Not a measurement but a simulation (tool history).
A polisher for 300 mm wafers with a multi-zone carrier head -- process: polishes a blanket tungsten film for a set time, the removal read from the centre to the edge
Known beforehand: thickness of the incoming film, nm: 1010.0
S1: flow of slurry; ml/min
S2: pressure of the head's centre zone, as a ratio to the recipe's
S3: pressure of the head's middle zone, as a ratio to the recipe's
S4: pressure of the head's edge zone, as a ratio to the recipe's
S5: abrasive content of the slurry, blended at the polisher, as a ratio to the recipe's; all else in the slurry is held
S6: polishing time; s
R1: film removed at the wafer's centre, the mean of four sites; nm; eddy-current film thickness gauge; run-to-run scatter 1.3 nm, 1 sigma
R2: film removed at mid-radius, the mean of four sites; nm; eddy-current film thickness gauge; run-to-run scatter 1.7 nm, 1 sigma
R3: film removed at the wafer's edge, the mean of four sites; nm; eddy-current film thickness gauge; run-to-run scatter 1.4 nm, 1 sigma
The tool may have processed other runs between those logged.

| run | hour | S1 | S2 | S3 | S4 | S5 | S6 | R1 | R2 | R3 |
|---|---|---|---|---|---|---|---|---|---|---|
| 1 | 0 | 270 | 1 | 1 | 1 | 1 | 58 | 205.55 | 223.02 | 219.91 |
| 2 | 5.3 | 265 | 0.98 | 1 | 0.99 | 0.9 | 54 | 180.83 | 202.75 | 203.98 |
| 3 | 11 | 265 | 0.98 | 1 | 0.99 | 0.9 | 68 | 226.78 | 261.61 | 258.91 |
| 4 | 14.3 | 265 | 0.98 | 1 | 0.99 | 0.9 | 77 | 259.93 | 289.58 | 289.06 |
| 5 | 21.2 | 255 | 0.98 | 1 | 0.97 | 0.85 | 69 | 233 | 249.8 | 257.93 |
| 6 | 23.3 | 255 | 0.98 | 1 | 0.97 | 0.75 | 69 | 224.35 | 246.42 | 244.32 |
| 7 | 27.2 | 225 | 0.88 | 0.93 | 0.9 | 0.5 | 53 | 141.61 | 166.82 | 168.57 |

Predict the results of run 8:
| 8 | 28.6 | 215 | 0.84 | 0.96 | 0.83 | 0.5 | 37 | ? | ? | ? |

Logged for run 8: R1 93.43 nm, R2 117.87 nm, R3 111.61 nm.

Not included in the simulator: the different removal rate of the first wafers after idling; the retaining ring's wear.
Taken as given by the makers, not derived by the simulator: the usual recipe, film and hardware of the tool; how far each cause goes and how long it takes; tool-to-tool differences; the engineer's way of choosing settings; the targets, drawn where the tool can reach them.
